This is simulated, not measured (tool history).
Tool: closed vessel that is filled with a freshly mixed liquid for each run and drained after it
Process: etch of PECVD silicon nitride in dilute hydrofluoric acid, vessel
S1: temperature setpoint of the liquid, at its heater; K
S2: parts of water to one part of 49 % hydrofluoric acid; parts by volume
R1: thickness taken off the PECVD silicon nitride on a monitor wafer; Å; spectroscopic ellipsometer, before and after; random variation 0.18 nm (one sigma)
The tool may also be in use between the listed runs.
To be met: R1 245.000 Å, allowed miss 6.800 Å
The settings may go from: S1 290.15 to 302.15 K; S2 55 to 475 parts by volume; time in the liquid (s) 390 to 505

{"run": 1, "day": 0.0, "S1": 294.15, "S2": 265, "time in the liquid (s)": 505, "R1": 78.035}
{"run": 2, "day": 0.329, "S1": 296.15, "S2": 225, "time in the liquid (s)": 505, "R1": 105.07}
{"run": 3, "day": 0.571, "S1": 294.65, "S2": 225, "time in the liquid (s)": 505, "R1": 94.372}
{"run": 4, "day": 0.908, "S1": 296.15, "S2": 200, "time in the liquid (s)": 505, "R1": 115.96}
{"run": 5, "day": 1.129, "S1": 297.65, "S2": 200, "time in the liquid (s)": 505, "R1": 129.06}
{"run": 6, "day": 1.288, "S1": 297.65, "S2": 200, "time in the liquid (s)": 505, "R1": 128.93}
{"run": 7, "day": 1.342, "S1": 297.65, "S2": 200, "time in the liquid (s)": 505, "R1": 127.44}
{"run": 8, "day": 1.5, "S1": 301.65, "S2": 95, "time in the liquid (s)": 505, "R1": 346.68}
{"run": 9, "day": 1.688, "S1": 300.65, "S2": 95, "time in the liquid (s)": 505, "R1": 327.49}
{"run": 10, "day": 1.85, "S1": 299.65, "S2": 95, "time in the liquid (s)": 505, "R1": 303.47}
{"run": 11, "day": 2.142, "S1": 299.15, "S2": 95, "time in the liquid (s)": 505, "R1": 298.51}
{"run": 12, "day": 2.396, "S1": 298.65, "S2": 95, "time in the liquid (s)": 505, "R1": 285.78}
{"run": 13, "day": 2.779, "S1": 298.15, "S2": 95, "time in the liquid (s)": 505, "R1": 275.64}
{"run": 14, "day": 3.15, "S1": 297.65, "S2": 95, "time in the liquid (s)": 505, "R1": 267.16}
{"run": 15, "day": 3.404, "S1": 297.65, "S2": 95, "time in the liquid (s)": 505, "R1": 270.34}
{"day": 3.517, "done": "hydrofluoric acid flow meter replaced"}
{"run": 16, "day": 3.517, "S1": 297.15, "S2": 95, "time in the liquid (s)": 505, "R1": 277.55}
{"run": 17, "day": 3.575, "S1": 296.65, "S2": 95, "time in the liquid (s)": 505, "R1": 268.64}
{"run": 18, "day": 3.629, "S1": 296.15, "S2": 95, "time in the liquid (s)": 505, "R1": 261.59}
{"run": 19, "day": 3.896, "S1": 295.65, "S2": 95, "time in the liquid (s)": 505, "R1": 254.38}

4 next moves are on the table. One of them brings every result within its allowed miss. Which?
{"run": "A", "day": 4.162, "S1": 296.65, "S2": 105, "time in the liquid (s)": 505, "R1": "?"}
{"run": "B", "day": 4.162, "S1": 293.15, "S2": 85, "time in the liquid (s)": 495, "R1": "?"}
{"run": "C", "day": 4.162, "S1": 300.65, "S2": 130, "time in the liquid (s)": 505, "R1": "?"}
{"run": "D", "day": 4.162, "S1": 296.65, "S2": 105, "time in the liquid (s)": 485, "R1": "?"}

move=A R1=245.050
move=B R1=233.520
move=C R1=256.640
move=D R1=235.350
A: meets every target
B: takes the result that was furthest off past its target
C: further off than the last run
D: takes the result that was furthest off past its target
Answer: A
